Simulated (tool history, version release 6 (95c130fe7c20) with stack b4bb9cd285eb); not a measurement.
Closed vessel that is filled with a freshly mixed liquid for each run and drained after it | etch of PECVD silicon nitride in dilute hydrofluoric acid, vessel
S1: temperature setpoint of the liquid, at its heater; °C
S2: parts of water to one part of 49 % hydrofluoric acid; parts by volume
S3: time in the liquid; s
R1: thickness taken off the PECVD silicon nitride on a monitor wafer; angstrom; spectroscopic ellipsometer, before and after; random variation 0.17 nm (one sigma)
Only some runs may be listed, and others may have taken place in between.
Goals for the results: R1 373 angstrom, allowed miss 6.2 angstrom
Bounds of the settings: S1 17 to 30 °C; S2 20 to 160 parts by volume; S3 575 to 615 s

| run | hour | S1 | S2 | S3 | R1 |
|---|---|---|---|---|---|
| 1 | 0 | 22 | 90 | 575 | 335.11 |
| 2 | 1.5 | 22 | 90 | 575 | 333.36 |
| 3 | 10 | 22.5 | 90 | 575 | 343.59 |
| 4 | 19.4 | 22.5 | 70 | 575 | 441.07 |
| 5 | 25.7 | 22 | 70 | 575 | 427.14 |
| 6 | 29.9 | 21.5 | 70 | 575 | 412.7 |
| 7 | 35.6 | 21 | 70 | 575 | 400.71 |
| 8 | 40.9 | 19.5 | 70 | 575 | 357.73 |

Below are 4 possible settings for the next run. Only one of them brings all results inside the allowed miss of their targets. Which is it?
| A | 46.2 | 18.5 | 60 | 575 | ? |
| B | 46.2 | 18 | 60 | 595 | ? |
| C | 46.2 | 19 | 65 | 600 | ? |
| D | 46.2 | 18.5 | 65 | 595 | ? |

| move | R1 |
|---|---|
| A | 393.3 |
| B | 392.96 |
| C | 393.15 |
| D | 376.52 |
A: pushes the last run's worst result past its target
B: pushes the last run's worst result past its target
C: pushes the last run's worst result past its target
D: all results land within tolerance of their targets
Correct choice: D, which meets every target
